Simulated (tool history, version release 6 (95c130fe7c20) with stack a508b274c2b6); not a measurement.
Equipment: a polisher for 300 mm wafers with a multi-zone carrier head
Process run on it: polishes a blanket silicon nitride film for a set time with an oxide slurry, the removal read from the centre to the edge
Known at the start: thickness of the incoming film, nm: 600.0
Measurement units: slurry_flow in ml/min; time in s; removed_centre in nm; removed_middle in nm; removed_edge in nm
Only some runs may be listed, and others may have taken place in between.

run	day	slurry_flow	centre_zone	middle_zone	edge_zone	slurry_solids	time	removed_centre	removed_middle	removed_edge
1	0.000	235	1.00	1.00	1.00	1.00	78	53.170	51.712	49.563
2	0.250	245	1.03	1.00	1.03	1.05	78	56.449	53.030	51.708
3	0.517	245	1.03	1.00	1.07	1.05	78	55.785	53.164	54.552
4	0.679	255	1.06	1.00	1.07	1.05	78	57.331	52.880	53.736
5	0.854	260	1.09	1.00	1.07	1.10	78	60.474	55.765	56.357
6	0.950	260	1.09	1.00	1.07	1.10	91	71.587	64.018	63.653
7	1.317	255	1.09	0.98	1.05	1.10	91	71.542	63.893	63.292
8	1.692	250	1.09	0.95	1.03	1.10	91	70.582	61.972	62.084
9	1.904	245	1.10	0.93	1.02	1.10	91	71.681	59.668	60.721
10	2.033	240	1.10	0.92	1.01	1.10	91	71.177	60.448	61.667
11	2.354	240	1.10	0.91	1.00	1.10	91	70.761	60.497	62.219
12	2.612	235	1.11	0.90	0.99	1.10	91	72.626	59.753	61.819
13	2.883	235	1.11	0.89	0.98	1.10	91	71.535	58.485	60.634
14	3.021	235	1.11	0.88	0.97	1.10	91	71.872	57.485	60.237
15	3.362	235	1.10	0.88	0.96	1.10	91	70.632	59.489	60.598

Run 16 has not been measured yet. What should we expect?
16	3.725	235	1.10	0.88	0.96	1.10	91	?	?	?

removed_centre: 70.815 nm
removed_middle: 58.045 nm
removed_edge: 59.837 nm

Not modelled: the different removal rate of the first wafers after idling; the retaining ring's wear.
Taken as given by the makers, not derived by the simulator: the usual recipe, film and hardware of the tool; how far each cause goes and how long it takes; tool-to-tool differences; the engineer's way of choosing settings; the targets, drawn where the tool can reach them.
